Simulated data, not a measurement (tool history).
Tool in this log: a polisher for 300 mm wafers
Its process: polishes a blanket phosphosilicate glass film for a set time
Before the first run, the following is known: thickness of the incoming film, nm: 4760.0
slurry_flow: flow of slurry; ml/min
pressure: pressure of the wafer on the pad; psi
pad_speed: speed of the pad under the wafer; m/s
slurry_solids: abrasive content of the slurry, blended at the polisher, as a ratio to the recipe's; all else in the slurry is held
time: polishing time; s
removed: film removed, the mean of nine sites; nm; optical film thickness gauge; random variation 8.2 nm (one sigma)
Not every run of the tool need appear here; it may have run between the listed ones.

run,day,slurry_flow,pressure,pad_speed,slurry_solids,time,removed
1,0.000,260,2.5,1.20,1.00,94,766.12
2,0.196,260,2.5,0.96,1.00,94,631.23
3,0.375,260,2.5,0.96,0.85,94,585.95
4,0.629,260,2.5,0.74,0.85,94,491.33
5,0.746,230,2.5,0.74,0.85,94,481.07
6,0.975,230,2.5,0.74,0.85,94,478.21

Run 7 comes next. What will it give?
7,1.346,240,3.2,0.96,0.85,94,?

{"run 7": {"removed": 738.44}}
